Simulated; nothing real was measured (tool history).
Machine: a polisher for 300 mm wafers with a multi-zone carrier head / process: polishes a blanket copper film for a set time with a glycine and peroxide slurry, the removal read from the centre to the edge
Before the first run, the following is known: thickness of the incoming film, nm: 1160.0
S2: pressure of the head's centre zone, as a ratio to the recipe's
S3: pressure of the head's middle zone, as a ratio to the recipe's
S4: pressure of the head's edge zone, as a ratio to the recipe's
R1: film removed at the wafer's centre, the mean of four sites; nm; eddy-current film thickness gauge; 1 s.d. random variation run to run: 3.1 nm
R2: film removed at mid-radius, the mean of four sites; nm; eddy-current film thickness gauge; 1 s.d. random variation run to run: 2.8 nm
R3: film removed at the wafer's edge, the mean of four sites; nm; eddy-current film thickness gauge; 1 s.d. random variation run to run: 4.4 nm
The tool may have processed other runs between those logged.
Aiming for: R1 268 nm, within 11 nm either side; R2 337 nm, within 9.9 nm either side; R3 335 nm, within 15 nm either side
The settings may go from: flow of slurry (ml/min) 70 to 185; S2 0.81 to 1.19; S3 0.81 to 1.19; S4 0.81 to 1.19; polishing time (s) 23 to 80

Run 1, hour 0: flow of slurry (ml/min) 120, S2 1, S3 1, S4 1, polishing time (s) 51. Result: R1 247.68 nm, R2 253.48 nm, R3 255.63 nm.
Run 2, hour 4: flow of slurry (ml/min) 120, S2 1.06, S3 1, S4 1, polishing time (s) 51. Result: R1 263.8 nm, R2 250.77 nm, R3 259.93 nm.
Run 3, hour 6.5: flow of slurry (ml/min) 125, S2 1.01, S3 1.02, S4 1.05, polishing time (s) 53. Result: R1 264.82 nm, R2 263.72 nm, R3 267.49 nm.
Run 4, hour 8.1: flow of slurry (ml/min) 125, S2 1.01, S3 0.98, S4 1.05, polishing time (s) 53. Result: R1 268.51 nm, R2 258.47 nm, R3 269.12 nm.
Run 5, hour 12.6: flow of slurry (ml/min) 115, S2 0.96, S3 0.99, S4 1.07, polishing time (s) 57. Result: R1 260.6 nm, R2 275.4 nm, R3 280.23 nm.
Run 6, hour 14.8: flow of slurry (ml/min) 115, S2 0.92, S3 0.99, S4 1.09, polishing time (s) 60. Result: R1 263.7 nm, R2 288.08 nm, R3 306.49 nm.
Run 7, hour 18.2: flow of slurry (ml/min) 125, S2 0.9, S3 1.02, S4 1.09, polishing time (s) 61. Result: R1 265.11 nm, R2 303.98 nm, R3 312.9 nm.
Run 8, hour 25.8: flow of slurry (ml/min) 130, S2 0.89, S3 1.04, S4 1.09, polishing time (s) 62. Result: R1 273.59 nm, R2 315.56 nm, R3 319.03 nm.
Run 9, hour 32.8: flow of slurry (ml/min) 130, S2 0.87, S3 1.05, S4 1.1, polishing time (s) 63. Result: R1 265.98 nm, R2 323.49 nm, R3 328.67 nm.

Exactly one of the 5 candidate moves below puts every result within its allowed miss. Which one?
Run A, hour 39.8: flow of slurry (ml/min) 110, S2 0.82, S3 1.13, S4 1, polishing time (s) 69. Result: R1 ?, R2 ?, R3 ?.
Run B, hour 39.8: flow of slurry (ml/min) 155, S2 0.86, S3 1.11, S4 1.18, polishing time (s) 61. Result: R1 ?, R2 ?, R3 ?.
Run C, hour 39.8: flow of slurry (ml/min) 130, S2 0.94, S3 1.13, S4 1.11, polishing time (s) 57. Result: R1 ?, R2 ?, R3 ?.
Run D, hour 39.8: flow of slurry (ml/min) 125, S2 0.81, S3 1.03, S4 1.19, polishing time (s) 67. Result: R1 ?, R2 ?, R3 ?.
Run E, hour 39.8: flow of slurry (ml/min) 120, S2 0.86, S3 1.1, S4 1.11, polishing time (s) 70. Result: R1 ?, R2 ?, R3 ?.

move      R1      R2      R3
   A  271.53  365.95  340.67
   B  270.11  339.46  339.81
   C  266.88  311.71  301.79
   D  267.62   340.9  365.39
   E  294.58  370.19  366.95
A: takes the result that was furthest off past its target
B: meets every target
C: its largest miss is bigger than the last run's
D: puts the biggest miss on target and leaves a different result outside tolerance
E: takes the result that was furthest off past its target
Go with B: it meets all targets.
